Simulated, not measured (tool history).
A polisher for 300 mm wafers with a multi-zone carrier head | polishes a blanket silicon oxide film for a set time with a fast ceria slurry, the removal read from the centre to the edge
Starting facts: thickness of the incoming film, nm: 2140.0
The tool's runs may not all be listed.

run    day  flow of slurry (ml/min)  pressure of the head's centre zone  pressure of the head's middle zone  pressure of the head's edge zone  polishing time (s)  film removed at the wafer's centre (angstrom)  film removed at mid-radius (angstrom)  film removed at the wafer's edge (angstrom)
  1  0.000                      165                                1.00                                1.00                              1.00                  87                                         6158.6                                 6234.9                                       6127.4
  2  0.079                      165                                1.00                                1.04                              1.00                  87                                         6087.8                                 6482.5                                       6102.3
  3  0.225                      165                                1.00                                1.08                              1.00                  87                                         6166.4                                 6616.6                                       6084.4
  4  0.425                      165                                1.00                                1.15                              1.00                  87                                         5994.3                                 6964.7                                       6022.8
  5  0.500                      165                                1.00                                1.15                              0.96                  87                                         6154.6                                 7054.3                                       6007.8
  6  0.654                      165                                1.00                                1.15                              1.00                  87                                         6068.5                                 6980.7                                       5987.7
  7  0.967                      160                                1.00                                1.13                              1.01                  84                                         5868.2                                 6609.7                                       5837.0
  8  1.100                      155                                0.99                                1.11                              1.01                  81                                         5547.0                                 6157.6                                       5624.6

The next listed run, before its measurement:
  9  1.342                      155                                0.98                                1.10                              1.00                  79                                              ?                                      ?                                            ?

film removed at the wafer's centre (angstrom): 5384.3
film removed at mid-radius (angstrom): 6106.5
film removed at the wafer's edge (angstrom): 5442.2

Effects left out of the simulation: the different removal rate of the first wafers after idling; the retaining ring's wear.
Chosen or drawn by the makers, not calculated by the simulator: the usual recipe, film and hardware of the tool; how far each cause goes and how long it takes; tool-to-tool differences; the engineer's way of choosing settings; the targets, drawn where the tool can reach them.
